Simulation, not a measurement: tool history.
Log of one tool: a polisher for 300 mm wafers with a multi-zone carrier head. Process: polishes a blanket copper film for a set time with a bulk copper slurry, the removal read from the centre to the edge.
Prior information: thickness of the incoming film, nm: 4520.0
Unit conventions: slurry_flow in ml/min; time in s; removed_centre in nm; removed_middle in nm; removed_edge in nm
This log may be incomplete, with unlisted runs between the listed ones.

Run 1, hour 0: slurry_flow 210 ml/min, centre_zone 1, middle_zone 1, edge_zone 1, slurry_solids 1, time 31 s. Result: removed_centre 274.9 nm, removed_middle 271.1 nm, removed_edge 278.91 nm.
Run 2, hour 7: slurry_flow 210 ml/min, centre_zone 1, middle_zone 1, edge_zone 1.06, slurry_solids 1, time 31 s. Result: removed_centre 272.77 nm, removed_middle 271.48 nm, removed_edge 287.9 nm.
Run 3, hour 14.1: slurry_flow 210 ml/min, centre_zone 1, middle_zone 0.93, edge_zone 1.06, slurry_solids 1, time 31 s. Result: removed_centre 271.61 nm, removed_middle 255.42 nm, removed_edge 289.47 nm.
Run 4, hour 22.3: slurry_flow 210 ml/min, centre_zone 1, middle_zone 0.93, edge_zone 1.06, slurry_solids 1, time 23 s. Result: removed_centre 200 nm, removed_middle 187.99 nm, removed_edge 207.03 nm.
Run 5, hour 29.4: slurry_flow 240 ml/min, centre_zone 1, middle_zone 0.93, edge_zone 1.06, slurry_solids 1, time 23 s. Result: removed_centre 203.34 nm, removed_middle 194.46 nm, removed_edge 222.01 nm.
Run 6, hour 31.5: slurry_flow 240 ml/min, centre_zone 1.01, middle_zone 0.97, edge_zone 1.04, slurry_solids 1, time 23 s. Result: removed_centre 205.76 nm, removed_middle 199.65 nm, removed_edge 215.47 nm.
Run 7, hour 34.3: slurry_flow 240 ml/min, centre_zone 1.01, middle_zone 0.97, edge_zone 1.04, slurry_solids 1, time 23 s. Result: removed_centre 205.06 nm, removed_middle 201.49 nm, removed_edge 210.68 nm.
Run 8, hour 34.9: slurry_flow 290 ml/min, centre_zone 1.03, middle_zone 1.07, edge_zone 0.98, slurry_solids 1, time 23 s. Result: removed_centre 210.01 nm, removed_middle 222.07 nm, removed_edge 214.98 nm.

Forecast run 9:
Run 9, hour 37.9: slurry_flow 290 ml/min, centre_zone 1.04, middle_zone 1.08, edge_zone 0.97, slurry_solids 1, time 23 s. Result: removed_centre ?, removed_middle ?, removed_edge ?.

{"run 9": {"removed_centre": 215.85, "removed_middle": 220.72, "removed_edge": 207.5}}

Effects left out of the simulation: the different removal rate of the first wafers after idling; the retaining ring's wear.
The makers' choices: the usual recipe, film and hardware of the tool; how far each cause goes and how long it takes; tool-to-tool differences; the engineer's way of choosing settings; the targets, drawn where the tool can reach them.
